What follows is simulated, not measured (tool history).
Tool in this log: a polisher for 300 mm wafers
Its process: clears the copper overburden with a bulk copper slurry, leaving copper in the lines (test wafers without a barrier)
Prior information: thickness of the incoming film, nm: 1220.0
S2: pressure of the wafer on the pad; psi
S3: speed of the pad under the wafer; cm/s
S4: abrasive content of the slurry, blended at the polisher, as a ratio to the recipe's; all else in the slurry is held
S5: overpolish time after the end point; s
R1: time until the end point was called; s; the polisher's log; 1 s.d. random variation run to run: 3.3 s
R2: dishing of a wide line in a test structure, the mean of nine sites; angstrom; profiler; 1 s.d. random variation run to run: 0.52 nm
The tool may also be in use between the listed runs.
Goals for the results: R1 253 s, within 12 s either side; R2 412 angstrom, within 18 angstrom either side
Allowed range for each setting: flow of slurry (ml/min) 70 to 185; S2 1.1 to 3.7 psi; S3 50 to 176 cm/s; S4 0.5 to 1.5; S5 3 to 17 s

Run 1, hour 0: flow of slurry (ml/min) 120, S2 2.4 psi, S3 112 cm/s, S4 1, S5 9 s. Result: R1 144.16 s, R2 471.71 angstrom.
Run 2, hour 3.5: flow of slurry (ml/min) 115, S2 2.2 psi, S3 112 cm/s, S4 1, S5 10 s. Result: R1 161.47 s, R2 482.86 angstrom.
Run 3, hour 10.5: flow of slurry (ml/min) 110, S2 2.1 psi, S3 112 cm/s, S4 1, S5 10 s. Result: R1 166.3 s, R2 456.78 angstrom.
Run 4, hour 18.4: flow of slurry (ml/min) 110, S2 2 psi, S3 112 cm/s, S4 1, S5 10 s. Result: R1 175.05 s, R2 443.54 angstrom.
Run 5, hour 23.2: flow of slurry (ml/min) 140, S2 2 psi, S3 112 cm/s, S4 1, S5 10 s. Result: R1 167.45 s, R2 453.54 angstrom.
Run 6, hour 31.5: flow of slurry (ml/min) 140, S2 2 psi, S3 112 cm/s, S4 1.2, S5 10 s. Result: R1 167.34 s, R2 462.82 angstrom.
Run 7, hour 33.9: flow of slurry (ml/min) 140, S2 1.9 psi, S3 112 cm/s, S4 1.2, S5 10 s. Result: R1 168.12 s, R2 458.18 angstrom.
Run 8, hour 37.9: flow of slurry (ml/min) 140, S2 1.8 psi, S3 110 cm/s, S4 1.2, S5 10 s. Result: R1 183.73 s, R2 431.9 angstrom.
Run 9, hour 38.8: flow of slurry (ml/min) 110, S2 1.2 psi, S3 108 cm/s, S4 1.2, S5 13 s. Result: R1 285.89 s, R2 350.47 angstrom.
Run 10, hour 43.2: flow of slurry (ml/min) 115, S2 1.2 psi, S3 108 cm/s, S4 1.2, S5 13 s. Result: R1 287.75 s, R2 347.2 angstrom.
Run 11, hour 48.8: flow of slurry (ml/min) 115, S2 1.2 psi, S3 108 cm/s, S4 1.2, S5 13 s. Result: R1 282.18 s, R2 355.07 angstrom.
Run 12, hour 52.6: flow of slurry (ml/min) 120, S2 1.2 psi, S3 108 cm/s, S4 1.2, S5 13 s. Result: R1 279.49 s, R2 359.68 angstrom.
Run 13, hour 58.7: flow of slurry (ml/min) 125, S2 1.2 psi, S3 108 cm/s, S4 1.2, S5 13 s. Result: R1 285.76 s, R2 357.61 angstrom.
Run 14, hour 65.9: flow of slurry (ml/min) 130, S2 1.3 psi, S3 108 cm/s, S4 1.2, S5 13 s. Result: R1 260.62 s, R2 377.92 angstrom.

Consider the 4 candidate settings below. Which is the only one whose results all fall within their allowed miss of target?
Run A, hour 73.1: flow of slurry (ml/min) 125, S2 1.1 psi, S3 132 cm/s, S4 1.2, S5 11 s. Result: R1 ?, R2 ?.
Run B, hour 73.1: flow of slurry (ml/min) 135, S2 1.2 psi, S3 118 cm/s, S4 1.3, S5 10 s. Result: R1 ?, R2 ?.
Run C, hour 73.1: flow of slurry (ml/min) 125, S2 1.1 psi, S3 124 cm/s, S4 1.4, S5 11 s. Result: R1 ?, R2 ?.
Run D, hour 73.1: flow of slurry (ml/min) 125, S2 1.7 psi, S3 88 cm/s, S4 1.1, S5 13 s. Result: R1 ?, R2 ?.

move      R1      R2
   A  243.33  347.22
   B   242.4  327.79
   C  251.29  339.17
   D  242.29  414.52
A: moves away from the targets compared with the last run
B: moves away from the targets compared with the last run
C: moves away from the targets compared with the last run
D: in spec on every target
D meets every target.
